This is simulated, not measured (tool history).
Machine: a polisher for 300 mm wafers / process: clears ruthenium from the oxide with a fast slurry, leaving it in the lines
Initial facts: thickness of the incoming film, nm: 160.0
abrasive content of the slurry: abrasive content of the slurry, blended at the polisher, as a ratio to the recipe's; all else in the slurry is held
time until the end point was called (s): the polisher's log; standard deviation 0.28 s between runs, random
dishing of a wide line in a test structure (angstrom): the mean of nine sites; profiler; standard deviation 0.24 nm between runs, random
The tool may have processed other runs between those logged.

run	hour	flow of slurry (ml/min)	pressure of the wafer on the pad (kPa)	speed of the pad under the wafer (m/s)	abrasive content of the slurry	overpolish time after the end point (s)	time until the end point was called (s)	dishing of a wide line in a test structure (angstrom)
1	0.0	215	23.4	1.18	1.00	13	20.814	531.95
2	7.0	215	23.4	1.18	0.85	13	23.545	490.41
3	15.5	215	23.4	1.18	0.85	9	23.030	390.80
4	21.9	215	23.4	1.38	0.85	9	19.883	433.71
5	27.4	215	21.4	1.38	0.85	9	21.859	407.00
6	35.2	250	20.0	1.46	0.75	8	23.800	350.03
7	43.9	275	19.3	1.58	0.70	7	23.782	320.00

Estimate the outcome of run 8 from the log above:
8	47.6	295	19.3	1.66	0.65	6	?	?

Run 8 measured time until the end point was called (s) 24.569, dishing of a wide line in a test structure (angstrom) 274.12.

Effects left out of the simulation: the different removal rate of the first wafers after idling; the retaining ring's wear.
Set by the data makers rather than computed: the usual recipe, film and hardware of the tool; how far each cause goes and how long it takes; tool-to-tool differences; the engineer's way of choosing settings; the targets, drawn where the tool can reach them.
